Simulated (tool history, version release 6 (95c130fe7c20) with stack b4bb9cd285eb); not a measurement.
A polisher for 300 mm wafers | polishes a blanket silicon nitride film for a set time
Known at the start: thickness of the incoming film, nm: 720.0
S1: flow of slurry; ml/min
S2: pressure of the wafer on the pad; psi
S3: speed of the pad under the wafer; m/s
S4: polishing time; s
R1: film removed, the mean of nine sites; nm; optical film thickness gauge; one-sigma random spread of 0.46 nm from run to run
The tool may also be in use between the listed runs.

run 1 hour=0.0 | S1=270 S2=2.3 S3=1.04 S4=45 | R1=49.049
run 2 hour=7.2 | S1=230 S2=2.3 S3=1.04 S4=45 | R1=48.130
run 3 hour=13.8 | S1=240 S2=2.4 S3=1.04 S4=45 | R1=51.333
run 4 hour=17.8 | S1=240 S2=2.5 S3=1.04 S4=45 | R1=53.585
run 5 hour=26.9 | S1=245 S2=2.6 S3=1.04 S4=45 | R1=55.087
run 6 hour=29.8 | S1=245 S2=2.7 S3=1.04 S4=45 | R1=56.652
run 7 hour=35.3 | S1=245 S2=2.8 S3=1.04 S4=45 | R1=59.374
run 8 hour=43.4 | S1=245 S2=2.9 S3=1.04 S4=45 | R1=60.660

Run 9 has not been measured yet. What should we expect?
run 9 hour=46.8 | S1=245 S2=3.0 S3=1.04 S4=45 | R1=?

{"run 9": {"R1": 63.208}}
